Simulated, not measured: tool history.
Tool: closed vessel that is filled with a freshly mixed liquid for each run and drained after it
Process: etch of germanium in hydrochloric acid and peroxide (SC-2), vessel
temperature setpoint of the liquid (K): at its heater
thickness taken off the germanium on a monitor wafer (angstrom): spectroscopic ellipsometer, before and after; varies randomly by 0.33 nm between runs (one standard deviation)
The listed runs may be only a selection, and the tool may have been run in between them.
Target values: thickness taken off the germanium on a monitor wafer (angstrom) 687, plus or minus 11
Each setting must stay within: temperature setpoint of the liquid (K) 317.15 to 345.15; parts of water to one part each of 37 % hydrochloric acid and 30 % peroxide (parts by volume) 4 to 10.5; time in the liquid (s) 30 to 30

run  hour  temperature setpoint of the liquid (K)  parts of water to one part each of 37 % hydrochloric acid and 30 % peroxide (parts by volume)  time in the liquid (s)  thickness taken off the germanium on a monitor wafer (angstrom)
  1     0                                  333.15                                                                                            5.5                      30                                                           987.38
  2   7.1                                  329.65                                                                                            5.5                      30                                                           892.32
  3    15                                  329.65                                                                                            6.5                      30                                                           893.33
  4  17.7                                  327.15                                                                                            6.5                      30                                                           820.84
  5  26.4                                  325.65                                                                                            6.5                      30                                                           785.86
  6  31.3                                  324.65                                                                                            6.5                      30                                                           761.27
  7    35                                  323.65                                                                                            6.5                      30                                                           738.19
  8    40                                  323.15                                                                                            6.5                      30                                                           720.41
  9  41.2                                  322.65                                                                                            6.5                      30                                                           720.02
 10  49.6                                  322.15                                                                                            6.5                      30                                                            705.6

Which one of the following 4 next-run settings gets every result inside its allowed miss? There is exactly one.
  A    58                                  320.65                                                                                              7                      30                                                                ?
  B    58                                  321.15                                                                                              5                      30                                                                ?
  C    58                                  320.15                                                                                              6                      30                                                                ?
  D    58                                  320.15                                                                                            6.5                      30                                                                ?

move  thickness taken off the germanium on a monitor wafer (angstrom)
   A                                                           665.51
   B                                                           684.77
   C                                                           659.22
   D                                                           657.09
A: takes the biggest miss from the last run beyond its target
B: all results land within tolerance of their targets
C: takes the biggest miss from the last run beyond its target
D: takes the biggest miss from the last run beyond its target
Correct choice: B, which meets every target
